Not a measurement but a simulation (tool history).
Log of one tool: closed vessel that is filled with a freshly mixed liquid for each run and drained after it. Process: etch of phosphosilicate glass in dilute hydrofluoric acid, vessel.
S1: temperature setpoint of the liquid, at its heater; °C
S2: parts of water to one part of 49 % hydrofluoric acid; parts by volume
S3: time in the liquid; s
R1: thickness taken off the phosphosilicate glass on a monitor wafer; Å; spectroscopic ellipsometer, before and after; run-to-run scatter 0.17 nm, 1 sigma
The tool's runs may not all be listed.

{"run": 1, "hour": 0.0, "S1": 21, "S2": 270, "S3": 30, "R1": 105.58}
{"run": 2, "hour": 3.0, "S1": 21, "S2": 270, "S3": 30, "R1": 104.44}
{"run": 3, "hour": 9.9, "S1": 22.5, "S2": 260, "S3": 30, "R1": 117.73}
{"run": 4, "hour": 14.0, "S1": 22.5, "S2": 220, "S3": 30, "R1": 140.6}
{"run": 5, "hour": 21.7, "S1": 22.5, "S2": 170, "S3": 30, "R1": 198.13}
{"run": 6, "hour": 28.8, "S1": 22.5, "S2": 170, "S3": 30, "R1": 197.51}

The next listed run, before its measurement:
{"run": 7, "hour": 30.3, "S1": 22, "S2": 170, "S3": 30, "R1": "?"}

{"run 7": {"R1": 197.63}}
